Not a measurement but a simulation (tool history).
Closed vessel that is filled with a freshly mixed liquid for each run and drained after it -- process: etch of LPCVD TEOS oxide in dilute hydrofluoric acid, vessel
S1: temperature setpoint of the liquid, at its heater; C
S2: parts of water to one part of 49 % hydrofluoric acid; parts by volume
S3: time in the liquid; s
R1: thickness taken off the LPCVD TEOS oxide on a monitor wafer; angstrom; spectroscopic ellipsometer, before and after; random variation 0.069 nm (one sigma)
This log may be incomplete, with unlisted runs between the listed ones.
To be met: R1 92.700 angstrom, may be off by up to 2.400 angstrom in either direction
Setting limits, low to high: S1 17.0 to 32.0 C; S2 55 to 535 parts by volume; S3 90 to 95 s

run	hour	S1	S2	S3	R1
1	0.0	24.0	295	90	118.870
2	6.1	23.0	295	90	114.780
3	7.2	23.0	295	95	122.060
4	12.7	26.5	295	95	136.170
5	15.1	25.5	300	95	131.000
6	18.1	25.5	300	95	130.780
7	24.9	21.5	320	95	102.460
8	32.5	21.0	320	95	101.740
9	33.6	18.0	325	95	88.147

Next run, 4 choices. One meets every target within its allowed miss, the rest don't. Which?
A	34.7	19.5	350	95	?
B	34.7	21.0	345	90	?
C	34.7	24.0	355	90	?
D	34.7	22.5	385	90	?

move	R1
A	85.960
B	87.511
C	93.450
D	79.729
A: its largest miss is bigger than the last run's
B: its largest miss is bigger than the last run's
C: all results in spec
D: its largest miss is bigger than the last run's
The right move is C.

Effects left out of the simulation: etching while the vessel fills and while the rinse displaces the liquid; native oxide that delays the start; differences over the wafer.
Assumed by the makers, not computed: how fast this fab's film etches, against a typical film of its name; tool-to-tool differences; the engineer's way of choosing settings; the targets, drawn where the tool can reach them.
